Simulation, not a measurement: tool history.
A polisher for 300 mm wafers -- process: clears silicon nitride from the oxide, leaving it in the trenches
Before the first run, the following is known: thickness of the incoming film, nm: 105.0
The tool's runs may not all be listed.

| run | hour | flow of slurry (ml/min) | pressure of the wafer on the pad (kPa) | speed of the pad under the wafer (m/s) | overpolish time after the end point (s) | time until the end point was called (s) |
|---|---|---|---|---|---|---|
| 1 | 0.0 | 205 | 20.0 | 0.86 | 6 | 111.330 |
| 2 | 1.2 | 205 | 18.6 | 0.86 | 6 | 121.060 |
| 3 | 7.7 | 205 | 20.7 | 0.86 | 6 | 109.360 |
| 4 | 16.1 | 205 | 19.3 | 0.86 | 6 | 115.580 |
| 5 | 23.3 | 245 | 19.3 | 0.86 | 6 | 112.110 |
| 6 | 24.3 | 245 | 19.3 | 1.04 | 6 | 94.481 |
| 7 | 26.6 | 245 | 17.9 | 1.02 | 6 | 103.780 |

What will run 8 give?
|  | 28.9 | head pressure recalibrated |
| 8 | 28.9 | 245 | 17.9 | 1.02 | 6 | ? |

time until the end point was called (s): 110.630
